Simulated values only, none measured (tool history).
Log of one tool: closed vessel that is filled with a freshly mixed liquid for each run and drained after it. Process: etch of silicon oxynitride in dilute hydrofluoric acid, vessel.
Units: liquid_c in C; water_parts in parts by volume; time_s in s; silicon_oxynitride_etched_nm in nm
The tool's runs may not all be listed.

run,hour,liquid_c,water_parts,time_s,silicon_oxynitride_etched_nm
1,0,23,50,125,12.702
2,2.4,24.5,50,125,13.64
3,4.4,25.5,50,125,14.402
4,8.3,26,50,125,14.62
5,12.8,26.5,50,125,15.097
6,17.9,23,50,125,12.768
7,20.4,24.5,50,125,13.608
8,26.3,25.5,50,125,14.548
9,33.7,26,50,125,14.695

The next listed run, before its measurement:
10,34.9,26.5,50,125,?

{"run 10": {"silicon_oxynitride_etched_nm": 14.976}}
